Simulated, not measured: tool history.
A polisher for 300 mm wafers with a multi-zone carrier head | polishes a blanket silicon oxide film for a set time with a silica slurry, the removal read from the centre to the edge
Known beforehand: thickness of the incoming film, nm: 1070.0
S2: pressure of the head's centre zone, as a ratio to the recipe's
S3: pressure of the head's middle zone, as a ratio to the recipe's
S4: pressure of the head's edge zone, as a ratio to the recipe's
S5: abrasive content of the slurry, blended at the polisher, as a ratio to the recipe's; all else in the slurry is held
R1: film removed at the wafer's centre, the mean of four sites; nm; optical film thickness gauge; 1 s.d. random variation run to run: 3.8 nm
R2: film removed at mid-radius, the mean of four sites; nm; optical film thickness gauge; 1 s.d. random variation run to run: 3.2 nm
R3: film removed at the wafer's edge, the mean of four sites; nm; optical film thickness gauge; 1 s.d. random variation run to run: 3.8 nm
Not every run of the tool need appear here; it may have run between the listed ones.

Run 1, hour 0: flow of slurry (ml/min) 265, S2 1, S3 1, S4 1, S5 1, polishing time (s) 50. Result: R1 234.05 nm, R2 235.15 nm, R3 234.3 nm.
Run 2, hour 0.8: flow of slurry (ml/min) 265, S2 1, S3 0.92, S4 1, S5 1, polishing time (s) 50. Result: R1 229.25 nm, R2 216.44 nm, R3 229.52 nm.
Run 3, hour 2.6: flow of slurry (ml/min) 280, S2 1.06, S3 0.95, S4 1.03, S5 1.15, polishing time (s) 50. Result: R1 261.22 nm, R2 238.09 nm, R3 246.72 nm.
Run 4, hour 5.2: flow of slurry (ml/min) 285, S2 1.1, S3 0.96, S4 1.06, S5 1.25, polishing time (s) 51. Result: R1 291.21 nm, R2 253.67 nm, R3 259.32 nm.
Run 5, hour 11.8: flow of slurry (ml/min) 285, S2 1.1, S3 0.96, S4 1.02, S5 1.25, polishing time (s) 51. Result: R1 292.39 nm, R2 249.2 nm, R3 260.09 nm.
Run 6, hour 17.4: flow of slurry (ml/min) 285, S2 1.1, S3 0.96, S4 1.02, S5 1.35, polishing time (s) 51. Result: R1 293.73 nm, R2 256.6 nm, R3 269.06 nm.

Forecast run 7:
Run 7, hour 18.5: flow of slurry (ml/min) 290, S2 1.12, S3 0.97, S4 1.03, S5 1.4, polishing time (s) 53. Result: R1 ?, R2 ?, R3 ?.

R1: 314.89 nm
R2: 275.56 nm
R3: 283.99 nm
